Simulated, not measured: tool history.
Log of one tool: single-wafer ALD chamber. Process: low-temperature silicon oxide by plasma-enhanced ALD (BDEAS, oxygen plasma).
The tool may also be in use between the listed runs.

run  hour  heater temperature setpoint (K)  number of ALD cycles (cycles)  mean film thickness on the monitor wafer (angstrom)
  1   0.0                           378.15                             48                                               64.754
  2   7.7                           367.15                             48                                               65.939
  3  16.6                           367.15                             42                                               57.597
  4  17.6                           367.15                             45                                               62.130
  5  25.8                           356.15                             45                                               64.205
     33.9  -- thermocouple changed; heater temperature recalibrated
  6  33.9                           356.15                             46                                               66.363
  7  36.2                           355.15                             48                                               69.282

Predict the results of run 8:
  8  37.4                           354.15                             49                                                    ?

{"run 8": {"mean film thickness on the monitor wafer (angstrom)": 70.877}}
